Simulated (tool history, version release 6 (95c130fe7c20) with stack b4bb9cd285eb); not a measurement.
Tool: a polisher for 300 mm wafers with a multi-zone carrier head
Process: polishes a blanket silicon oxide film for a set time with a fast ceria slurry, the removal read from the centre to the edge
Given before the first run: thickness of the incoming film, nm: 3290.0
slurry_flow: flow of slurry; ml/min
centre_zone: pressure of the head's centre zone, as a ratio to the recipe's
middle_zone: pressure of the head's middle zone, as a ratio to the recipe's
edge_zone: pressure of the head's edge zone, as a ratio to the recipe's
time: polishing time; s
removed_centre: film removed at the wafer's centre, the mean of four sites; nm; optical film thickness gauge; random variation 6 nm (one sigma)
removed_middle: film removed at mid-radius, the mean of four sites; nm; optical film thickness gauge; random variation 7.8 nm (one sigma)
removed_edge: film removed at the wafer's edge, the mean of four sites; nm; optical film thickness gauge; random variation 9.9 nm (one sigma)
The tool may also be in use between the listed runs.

run 1 hour=0.0 | slurry_flow=275 centre_zone=1.00 middle_zone=1.00 edge_zone=1.00 time=59 | removed_centre=1398.40 removed_middle=1342.50 removed_edge=1418.50
run 2 hour=3.8 | slurry_flow=275 centre_zone=1.00 middle_zone=1.00 edge_zone=0.93 time=59 | removed_centre=1403.20 removed_middle=1331.40 removed_edge=1398.40
run 3 hour=4.7 | slurry_flow=270 centre_zone=0.97 middle_zone=0.99 edge_zone=0.92 time=51 | removed_centre=1173.10 removed_middle=1143.10 removed_edge=1172.00
run 4 hour=5.4 | slurry_flow=260 centre_zone=0.93 middle_zone=0.95 edge_zone=0.91 time=48 | removed_centre=1064.90 removed_middle=1054.00 removed_edge=1120.90
run 5 hour=6.0 | slurry_flow=260 centre_zone=1.01 middle_zone=0.95 edge_zone=0.91 time=48 | removed_centre=1137.80 removed_middle=1059.80 removed_edge=1123.50
run 6 hour=13.6 | slurry_flow=260 centre_zone=0.97 middle_zone=0.95 edge_zone=0.91 time=48 | removed_centre=1098.00 removed_middle=1034.10 removed_edge=1127.50
run 7 hour=17.1 | slurry_flow=235 centre_zone=0.87 middle_zone=0.96 edge_zone=0.82 time=34 | removed_centre=690.56 removed_middle=734.18 removed_edge=752.78
run 8 hour=25.0 | slurry_flow=265 centre_zone=0.88 middle_zone=0.95 edge_zone=0.85 time=34 | removed_centre=706.67 removed_middle=739.06 removed_edge=763.23
run 9 hour=30.8 | slurry_flow=260 centre_zone=0.90 middle_zone=0.96 edge_zone=0.90 time=34 | removed_centre=715.96 removed_middle=747.71 removed_edge=781.59

Expected results for the next run?
-- hour=33.6 edge zone pressure recalibrated
run 10 hour=33.6 | slurry_flow=255 centre_zone=0.92 middle_zone=0.96 edge_zone=0.93 time=35 | removed_centre=? removed_middle=? removed_edge=?

Run 10 measured removed_centre 756.50 nm, removed_middle 755.42 nm, removed_edge 785.50 nm.
